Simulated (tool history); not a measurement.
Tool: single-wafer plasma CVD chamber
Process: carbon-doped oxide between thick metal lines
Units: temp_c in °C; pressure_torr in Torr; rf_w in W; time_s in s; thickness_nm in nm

{"run": 1, "hour": 0.0, "temp_c": 330, "pressure_torr": 3.69, "rf_w": 575, "time_s": 133, "thickness_nm": 788.65}
{"run": 2, "hour": 4.5, "temp_c": 331, "pressure_torr": 3.61, "rf_w": 560, "time_s": 133, "thickness_nm": 771.17}
{"run": 3, "hour": 9.0, "temp_c": 331, "pressure_torr": 3.61, "rf_w": 560, "time_s": 133, "thickness_nm": 773.95}
{"run": 4, "hour": 14.5, "temp_c": 332, "pressure_torr": 3.55, "rf_w": 550, "time_s": 133, "thickness_nm": 763.28}
{"run": 5, "hour": 19.0, "temp_c": 333, "pressure_torr": 3.51, "rf_w": 540, "time_s": 133, "thickness_nm": 741.85}
{"run": 6, "hour": 21.8, "temp_c": 333, "pressure_torr": 2.95, "rf_w": 540, "time_s": 133, "thickness_nm": 731.24}
{"run": 7, "hour": 25.7, "temp_c": 334, "pressure_torr": 2.9, "rf_w": 535, "time_s": 133, "thickness_nm": 721.25}

Forecast run 8:
{"run": 8, "hour": 29.7, "temp_c": 335, "pressure_torr": 2.86, "rf_w": 530, "time_s": 133, "thickness_nm": "?"}

thickness_nm: 713.92 nm
